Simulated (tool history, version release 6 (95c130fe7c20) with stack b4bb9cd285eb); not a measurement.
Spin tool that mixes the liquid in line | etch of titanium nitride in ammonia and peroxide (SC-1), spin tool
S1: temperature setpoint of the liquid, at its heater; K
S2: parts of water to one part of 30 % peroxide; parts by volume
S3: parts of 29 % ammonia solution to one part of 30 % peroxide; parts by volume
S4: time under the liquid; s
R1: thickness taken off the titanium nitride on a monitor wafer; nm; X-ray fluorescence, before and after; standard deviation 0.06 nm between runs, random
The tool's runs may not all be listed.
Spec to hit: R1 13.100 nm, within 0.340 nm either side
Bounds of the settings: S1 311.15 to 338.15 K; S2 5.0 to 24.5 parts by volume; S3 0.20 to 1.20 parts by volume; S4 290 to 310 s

Run 1, day 0.000: S1 322.15 K, S2 13.5 parts by volume, S3 0.75 parts by volume, S4 290 s. Result: R1 26.136 nm.
Run 2, day 0.262: S1 322.15 K, S2 13.5 parts by volume, S3 0.55 parts by volume, S4 290 s. Result: R1 24.808 nm.
Run 3, day 0.367: S1 319.65 K, S2 13.5 parts by volume, S3 0.55 parts by volume, S4 290 s. Result: R1 20.794 nm.
Run 4, day 0.596: S1 322.15 K, S2 13.5 parts by volume, S3 0.55 parts by volume, S4 290 s. Result: R1 24.654 nm.
Run 5, day 0.708: S1 322.15 K, S2 13.5 parts by volume, S3 0.40 parts by volume, S4 290 s. Result: R1 23.266 nm.
Run 6, day 1.021: S1 319.65 K, S2 13.5 parts by volume, S3 0.40 parts by volume, S4 290 s. Result: R1 19.577 nm.
Run 7, day 1.188: S1 318.15 K, S2 13.5 parts by volume, S3 0.40 parts by volume, S4 290 s. Result: R1 17.789 nm.
Run 8, day 1.438: S1 312.65 K, S2 13.5 parts by volume, S3 0.40 parts by volume, S4 290 s. Result: R1 11.797 nm.

Of the 5 settings listed for the next run, only one would bring every result within its allowed miss of target. Which one?
Run A, day 1.688: S1 315.15 K, S2 18.5 parts by volume, S3 0.60 parts by volume, S4 295 s. Result: R1 ?.
Run B, day 1.688: S1 314.15 K, S2 18.5 parts by volume, S3 0.25 parts by volume, S4 310 s. Result: R1 ?.
Run C, day 1.688: S1 312.65 K, S2 11.0 parts by volume, S3 0.20 parts by volume, S4 310 s. Result: R1 ?.
Run D, day 1.688: S1 311.15 K, S2 10.0 parts by volume, S3 0.85 parts by volume, S4 290 s. Result: R1 ?.
Run E, day 1.688: S1 313.15 K, S2 14.0 parts by volume, S3 0.50 parts by volume, S4 290 s. Result: R1 ?.

move      R1
   A  13.094
   B  10.845
   C  12.392
   D  14.083
   E  12.517
A: every result lands within tolerance
B: moves away from the targets compared with the last run
C: better than the last run, though not everything is in spec
D: takes the result that was furthest off past its target
E: better than the last run, though not everything is in spec
The move that meets every target is A.
